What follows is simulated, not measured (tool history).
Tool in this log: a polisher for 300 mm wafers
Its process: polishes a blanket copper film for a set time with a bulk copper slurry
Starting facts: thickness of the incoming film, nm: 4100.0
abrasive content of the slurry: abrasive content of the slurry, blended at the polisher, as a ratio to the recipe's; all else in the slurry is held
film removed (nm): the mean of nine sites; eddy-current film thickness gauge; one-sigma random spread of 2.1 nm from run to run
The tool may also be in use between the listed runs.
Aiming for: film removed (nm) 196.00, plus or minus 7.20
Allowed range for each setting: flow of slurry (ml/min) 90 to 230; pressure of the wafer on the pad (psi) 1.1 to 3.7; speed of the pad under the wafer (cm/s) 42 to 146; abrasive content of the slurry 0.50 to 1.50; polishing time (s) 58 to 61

| run | hour | flow of slurry (ml/min) | pressure of the wafer on the pad (psi) | speed of the pad under the wafer (cm/s) | abrasive content of the slurry | polishing time (s) | film removed (nm) |
|---|---|---|---|---|---|---|---|
| 1 | 0.0 | 150 | 2.4 | 94 | 1.00 | 58 | 349.30 |
| 2 | 3.4 | 150 | 2.2 | 94 | 1.00 | 58 | 321.24 |
| 3 | 6.6 | 150 | 2.1 | 94 | 1.00 | 58 | 319.68 |
| 4 | 8.4 | 150 | 2.1 | 94 | 1.00 | 61 | 335.76 |
| 5 | 11.9 | 150 | 2.0 | 92 | 1.00 | 61 | 311.53 |
| 6 | 18.1 | 150 | 1.9 | 92 | 1.00 | 61 | 295.53 |
| 7 | 25.4 | 150 | 1.8 | 92 | 1.00 | 61 | 285.62 |
| 8 | 30.3 | 150 | 1.7 | 92 | 1.00 | 61 | 267.27 |

Below are 4 possible settings for the next run. Only one of them brings all results inside the allowed miss of their targets. Which is it?
| A | 35.2 | 145 | 1.3 | 84 | 1.00 | 58 | ? |
| B | 35.2 | 160 | 1.2 | 78 | 1.05 | 58 | ? |
| C | 35.2 | 185 | 1.5 | 66 | 0.80 | 58 | ? |
| D | 35.2 | 175 | 2.0 | 114 | 1.15 | 61 | ? |

| move | film removed (nm) |
|---|---|
| A | 197.20 |
| B | 179.25 |
| C | 177.46 |
| D | 396.48 |
A: hits every target within its allowed miss
B: the result that was furthest off in the last run now lies on the other side of its target
C: the result that was furthest off in the last run now lies on the other side of its target
D: further off than the last run
Answer: A

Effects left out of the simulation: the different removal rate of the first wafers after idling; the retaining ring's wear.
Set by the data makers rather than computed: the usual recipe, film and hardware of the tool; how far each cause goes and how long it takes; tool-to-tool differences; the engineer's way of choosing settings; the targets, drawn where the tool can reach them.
